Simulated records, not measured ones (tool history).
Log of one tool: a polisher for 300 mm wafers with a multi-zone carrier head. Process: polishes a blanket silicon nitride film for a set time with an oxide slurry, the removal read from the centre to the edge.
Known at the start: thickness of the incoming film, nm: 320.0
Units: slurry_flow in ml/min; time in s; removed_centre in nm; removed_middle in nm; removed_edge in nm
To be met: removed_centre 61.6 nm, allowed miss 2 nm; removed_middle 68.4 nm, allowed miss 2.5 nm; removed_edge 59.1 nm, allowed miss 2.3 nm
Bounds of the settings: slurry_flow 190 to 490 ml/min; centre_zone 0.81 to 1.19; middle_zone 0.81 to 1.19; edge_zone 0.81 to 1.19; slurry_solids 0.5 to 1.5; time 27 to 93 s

run,hour,slurry_flow,centre_zone,middle_zone,edge_zone,slurry_solids,time,removed_centre,removed_middle,removed_edge
1,0,315,1,1,1,1,59,54.414,52.867,52.389
2,1.6,320,1.01,1.05,1.01,1.05,59,55.628,56.419,52.794
3,7.1,325,1.01,1.08,1.03,1.1,59,57.484,60.087,54.195
4,9.2,330,1.01,1.1,1.05,1.15,59,57.794,60.8,55.673
5,15.9,330,1.01,1.1,1.08,1.15,59,57.831,60.902,56.262
6,24.6,300,1.01,1.1,1.08,1.15,59,57.005,59.795,55.62
7,32,320,1.01,1.12,1.08,1.15,59,56.965,61.184,55.897
8,40.6,335,1.01,1.13,1.08,1.15,59,57.789,61.934,56.688

5 next moves are on the table. One of them brings every result within its allowed miss. Which?
A,49.2,320,1.01,1.01,1.15,0.9,62,?,?,?
B,49.2,350,1.02,1.19,1.06,1.1,63,?,?,?
C,49.2,315,0.88,1.07,1.19,0.8,67,?,?,?
D,49.2,335,0.81,1.11,1.12,0.85,70,?,?,?
E,49.2,305,1.06,1.07,1.06,0.95,66,?,?,?

move,removed_centre,removed_middle,removed_edge
A,56.304,55.473,57.627
B,61.883,69.387,59.843
C,51.775,60.765,61.122
D,51.435,67.103,63.241
E,63.359,62.709,59.544
A: further off than the last run
B: meets every target
C: further off than the last run
D: brings the result that was furthest off to its target, and leaves another outside
E: nearer than the last run, and not there yet
Move B is the one to make.
